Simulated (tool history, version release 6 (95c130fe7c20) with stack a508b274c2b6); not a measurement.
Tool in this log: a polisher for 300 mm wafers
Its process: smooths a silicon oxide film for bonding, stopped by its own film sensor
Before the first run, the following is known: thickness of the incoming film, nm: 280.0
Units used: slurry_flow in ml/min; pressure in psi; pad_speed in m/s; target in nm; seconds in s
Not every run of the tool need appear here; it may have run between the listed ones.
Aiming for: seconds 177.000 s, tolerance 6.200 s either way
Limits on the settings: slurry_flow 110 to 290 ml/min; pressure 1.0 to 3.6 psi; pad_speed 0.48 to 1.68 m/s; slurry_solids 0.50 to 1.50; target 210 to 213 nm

run 1 day=0.000 | slurry_flow=185 pressure=2.3 pad_speed=1.08 slurry_solids=1.00 target=213 | seconds=104.280
run 2 day=0.362 | slurry_flow=185 pressure=2.1 pad_speed=1.08 slurry_solids=1.00 target=213 | seconds=113.700
run 3 day=0.471 | slurry_flow=185 pressure=2.5 pad_speed=1.08 slurry_solids=1.00 target=213 | seconds=97.432
run 4 day=0.546 | slurry_flow=185 pressure=2.0 pad_speed=1.08 slurry_solids=1.00 target=213 | seconds=120.540
run 5 day=0.833 | slurry_flow=185 pressure=1.9 pad_speed=1.08 slurry_solids=1.00 target=213 | seconds=123.550
run 6 day=1.196 | slurry_flow=185 pressure=1.8 pad_speed=1.08 slurry_solids=1.00 target=213 | seconds=132.350
run 7 day=1.279 | slurry_flow=185 pressure=1.7 pad_speed=1.08 slurry_solids=1.00 target=213 | seconds=142.420
-- day=1.371 slurry blender recalibrated
run 8 day=1.371 | slurry_flow=175 pressure=1.2 pad_speed=1.06 slurry_solids=1.00 target=213 | seconds=154.090
run 9 day=1.658 | slurry_flow=180 pressure=1.2 pad_speed=1.06 slurry_solids=1.00 target=213 | seconds=153.100
run 10 day=1.875 | slurry_flow=180 pressure=1.2 pad_speed=1.04 slurry_solids=1.00 target=213 | seconds=153.860
run 11 day=2.212 | slurry_flow=180 pressure=1.2 pad_speed=1.02 slurry_solids=1.00 target=213 | seconds=156.070
run 12 day=2.308 | slurry_flow=180 pressure=1.2 pad_speed=1.00 slurry_solids=1.00 target=213 | seconds=157.550

Consider the 4 candidate settings below. Which is the only one whose results all fall within their allowed miss of target?
run A day=2.404 | slurry_flow=150 pressure=1.6 pad_speed=0.94 slurry_solids=1.00 target=212 | seconds=?
run B day=2.404 | slurry_flow=205 pressure=1.4 pad_speed=1.16 slurry_solids=0.90 target=211 | seconds=?
run C day=2.404 | slurry_flow=250 pressure=1.2 pad_speed=0.92 slurry_solids=0.85 target=213 | seconds=?
run D day=2.404 | slurry_flow=180 pressure=1.4 pad_speed=1.00 slurry_solids=0.90 target=213 | seconds=?

move=A seconds=132.750
move=B seconds=130.040
move=C seconds=177.420
move=D seconds=145.000
A: lands further from the targets than the last run did
B: lands further from the targets than the last run did
C: all results in spec
D: lands further from the targets than the last run did
Answer: C
